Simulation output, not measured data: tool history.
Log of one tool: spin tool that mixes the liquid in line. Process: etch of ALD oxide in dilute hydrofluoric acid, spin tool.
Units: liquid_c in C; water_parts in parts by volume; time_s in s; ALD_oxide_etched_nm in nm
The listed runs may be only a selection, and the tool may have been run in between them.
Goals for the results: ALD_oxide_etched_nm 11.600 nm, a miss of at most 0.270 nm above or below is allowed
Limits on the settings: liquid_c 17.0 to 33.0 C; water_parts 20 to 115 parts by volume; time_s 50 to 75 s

run  hour  liquid_c  water_parts  time_s  ALD_oxide_etched_nm
  1   0.0      25.0           65      75               17.653
  2   5.5      24.0           65      75               16.946
  3   8.9      23.0           65      75               15.903
  4  13.4      23.0           65      75               16.278
  5  16.5      22.0           65      75               15.404
  6  21.1      25.0           65      75               17.571
  7  24.5      24.0           65      75               16.813
  8  25.0      20.0           70      75               13.267
  9  29.1      19.5           70      75               12.926
 10  37.5      19.0           70      75               12.497
 11  38.9      18.0           70      75               12.036

Next run, 4 choices. One meets every target within its allowed miss, the rest don't. Which?
  A  40.3      17.0           70      75                    ?
  B  40.3      20.0           70      75                    ?
  C  40.3      17.5           65      70                    ?
  D  40.3      20.0           75      75                    ?

move  ALD_oxide_etched_nm
   A               11.572
   B               13.142
   C               11.949
   D               12.195
A: each result inside its tolerance
B: misses by more than the last run did
C: moves toward the targets from the last run without getting all of them in spec
D: misses by more than the last run did
So the answer is move A, the one that meets all the targets.
